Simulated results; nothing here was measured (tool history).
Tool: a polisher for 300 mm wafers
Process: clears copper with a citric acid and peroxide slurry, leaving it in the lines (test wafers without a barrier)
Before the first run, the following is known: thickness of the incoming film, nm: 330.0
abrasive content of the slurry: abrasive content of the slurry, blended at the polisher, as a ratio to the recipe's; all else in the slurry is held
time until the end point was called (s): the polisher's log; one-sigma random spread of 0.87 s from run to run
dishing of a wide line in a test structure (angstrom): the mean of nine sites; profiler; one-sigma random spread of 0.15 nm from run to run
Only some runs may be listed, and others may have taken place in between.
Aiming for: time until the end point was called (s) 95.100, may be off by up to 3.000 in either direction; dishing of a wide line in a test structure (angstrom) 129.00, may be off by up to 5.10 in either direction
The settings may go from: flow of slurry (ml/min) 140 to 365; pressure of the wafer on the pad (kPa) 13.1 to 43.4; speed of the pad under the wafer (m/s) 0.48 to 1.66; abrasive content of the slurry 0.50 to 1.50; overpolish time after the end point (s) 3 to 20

run  hour  flow of slurry (ml/min)  pressure of the wafer on the pad (kPa)  speed of the pad under the wafer (m/s)  abrasive content of the slurry  overpolish time after the end point (s)  time until the end point was called (s)  dishing of a wide line in a test structure (angstrom)
  1   0.0                      235                                    28.3                                    1.06                            1.00                                       10                                   86.140                                                 271.48
  2   5.9                      280                                    28.3                                    1.06                            1.00                                       10                                   82.866                                                 272.34
  3   8.7                      280                                    28.3                                    1.06                            1.10                                       10                                   81.850                                                 279.91
  4  16.1                      300                                    28.3                                    1.06                            1.10                                       10                                   81.593                                                 282.17
  5  23.6                      295                                    27.6                                    1.06                            1.05                                        9                                   83.735                                                 247.01
  6  24.5                      290                                    26.9                                    1.06                            1.00                                        8                                   87.864                                                 219.81
  7  31.8                      300                                    26.9                                    1.06                            0.95                                        7                                   87.492                                                 190.79
  8  37.6                      300                                    26.9                                    1.06                            0.90                                        7                                   87.397                                                 191.94
  9  40.4                      300                                    26.9                                    1.06                            0.85                                        6                                   88.401                                                 165.18
 10  48.1                      300                                    26.9                                    1.06                            0.80                                        6                                   88.743                                                 161.19
 11  53.4                      300                                    26.9                                    1.06                            0.75                                        6                                   91.770                                                 160.32

Which of these 4 next moves meets every target?
  A  58.7                      365                                    33.1                                    0.84                            0.55                                        5                                        ?                                                      ?
  B  58.7                      240                                    30.3                                    0.90                            0.60                                        8                                        ?                                                      ?
  C  58.7                      315                                    34.5                                    0.80                            0.65                                        6                                        ?                                                      ?
  D  58.7                      300                                    27.6                                    1.06                            0.75                                        7                                        ?                                                      ?

move  time until the end point was called (s)  dishing of a wide line in a test structure (angstrom)
   A                                   93.272                                                 130.51
   B                                   97.907                                                 193.89
   C                                   93.397                                                 155.03
   D                                   87.250                                                 190.32
A: in spec on every target
B: lands further from the targets than the last run did
C: closes in on the targets versus the last run, not all within tolerance yet
D: lands further from the targets than the last run did
A is the move that brings every result within its allowed miss.

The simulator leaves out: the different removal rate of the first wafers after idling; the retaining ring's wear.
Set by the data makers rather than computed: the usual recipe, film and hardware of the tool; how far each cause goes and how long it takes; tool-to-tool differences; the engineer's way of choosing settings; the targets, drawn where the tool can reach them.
